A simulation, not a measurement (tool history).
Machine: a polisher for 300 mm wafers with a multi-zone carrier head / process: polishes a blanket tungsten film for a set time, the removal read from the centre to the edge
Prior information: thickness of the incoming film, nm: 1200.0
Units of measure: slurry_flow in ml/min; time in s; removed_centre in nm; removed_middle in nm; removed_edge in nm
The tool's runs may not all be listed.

run  hour  slurry_flow  centre_zone  middle_zone  edge_zone  slurry_solids  time  removed_centre  removed_middle  removed_edge
  1     0          120            1            1          1              1    61          348.77          351.23        348.65
  2   3.9          135         0.98         1.04       0.99              1    61          357.58          370.65         349.6
  3   7.7          135         0.98         1.04       0.99              1    55          316.86          335.67        314.41
  4  16.7          145         0.97         1.09       1.03            1.1    55          326.37          367.02        337.45
  5    22          160         0.97         1.09       1.03            1.1    55          343.43          367.41        336.37
  6  24.7          175         0.97         1.09       1.03            1.1    55          338.51          378.01        340.62

What will run 7 give?
  7  27.5          175         0.97         1.12       1.04           1.15    55               ?               ?             ?

removed_centre: 350.38 nm
removed_middle: 384.47 nm
removed_edge: 360.57 nm
